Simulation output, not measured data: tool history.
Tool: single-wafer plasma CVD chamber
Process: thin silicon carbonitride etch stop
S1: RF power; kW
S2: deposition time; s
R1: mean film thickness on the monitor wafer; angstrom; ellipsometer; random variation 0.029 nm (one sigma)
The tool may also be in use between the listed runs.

Run 1, hour 0: S1 0.22 kW, S2 11.9 s. Result: R1 74.233 angstrom.
Run 2, hour 7.9: S1 0.25 kW, S2 11.9 s. Result: R1 76.686 angstrom.
Run 3, hour 8.6: S1 0.255 kW, S2 12 s. Result: R1 78.626 angstrom.
Run 4, hour 12.5: S1 0.275 kW, S2 12 s. Result: R1 80.101 angstrom.
Run 5, hour 18.5: S1 0.275 kW, S2 12.1 s. Result: R1 80.421 angstrom.
Run 6, hour 19.7: S1 0.275 kW, S2 13.8 s. Result: R1 92.196 angstrom.
Run 7, hour 27.3: S1 0.265 kW, S2 13.8 s. Result: R1 91.401 angstrom.

Run 8 comes next. What will it give?
Run 8, hour 29.3: S1 0.23 kW, S2 13.5 s. Result: R1 ?.

R1: 85.518 angstrom
